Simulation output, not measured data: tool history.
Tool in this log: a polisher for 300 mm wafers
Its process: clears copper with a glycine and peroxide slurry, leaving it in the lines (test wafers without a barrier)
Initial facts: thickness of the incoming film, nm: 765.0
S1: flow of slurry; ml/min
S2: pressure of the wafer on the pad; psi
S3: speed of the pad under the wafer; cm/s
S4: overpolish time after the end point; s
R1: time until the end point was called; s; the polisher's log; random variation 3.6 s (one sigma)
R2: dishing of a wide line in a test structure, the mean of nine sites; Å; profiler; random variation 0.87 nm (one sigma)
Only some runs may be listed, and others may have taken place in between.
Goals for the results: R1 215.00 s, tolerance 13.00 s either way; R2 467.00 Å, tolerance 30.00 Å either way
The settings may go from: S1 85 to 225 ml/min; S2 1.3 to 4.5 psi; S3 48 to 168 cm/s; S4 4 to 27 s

run	day	S1	S2	S3	S4	R1	R2
1	0.000	145	2.9	108	14	121.48	650.35
2	0.083	140	2.4	104	15	148.02	581.52
3	0.354	140	2.9	104	15	123.65	673.32
4	0.400	175	2.9	104	15	120.27	696.60
# day 0.588: head pressure recalibrated
5	0.588	175	3.4	104	15	112.85	736.60
6	0.779	175	2.8	94	15	139.92	611.12
7	0.892	175	2.8	94	15	142.51	597.84
8	1.167	165	2.0	88	17	194.47	505.83
9	1.279	165	1.9	88	17	193.09	484.25

Exercise: of the 5 proposed moves below, exactly one satisfies all targets within the stated allowed misses. Which move is it?
A	1.392	185	2.0	112	14	?	?
B	1.392	145	2.0	78	17	?	?
C	1.392	170	2.2	84	16	?	?
D	1.392	160	2.4	84	16	?	?
E	1.392	205	2.4	82	13	?	?

move	R1	R2
A	158.78	506.69
B	213.58	468.09
C	184.87	504.25
D	174.27	532.42
E	172.20	448.37
A: misses by more than the last run did
B: in spec on every target
C: misses by more than the last run did
D: misses by more than the last run did
E: misses by more than the last run did
Answer: B

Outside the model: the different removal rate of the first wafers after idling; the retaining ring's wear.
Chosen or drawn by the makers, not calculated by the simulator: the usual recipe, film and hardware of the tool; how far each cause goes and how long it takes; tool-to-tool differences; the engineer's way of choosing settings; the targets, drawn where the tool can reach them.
